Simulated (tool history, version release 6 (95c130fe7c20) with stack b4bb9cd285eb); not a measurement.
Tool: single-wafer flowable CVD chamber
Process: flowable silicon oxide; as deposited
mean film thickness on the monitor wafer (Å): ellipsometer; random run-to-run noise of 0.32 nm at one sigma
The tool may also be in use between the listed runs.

run,hour,heater temperature setpoint (deg C),chamber pressure (mTorr),RF power (W),deposition time (s),mean film thickness on the monitor wafer (Å)
1,0.0,105,590,2675,445,1642.5
2,2.1,109,590,2675,445,1448.8
3,10.4,101,590,2675,445,1865.7
4,18.5,102,590,2675,445,1806.2
5,25.2,103,590,2675,445,1746.3
6,30.2,103,664,2675,445,1967.0

Predict the results of run 7:
7,35.1,104,664,2675,445,?

{"run 7": {"mean film thickness on the monitor wafer (Å)": 1891.5}}
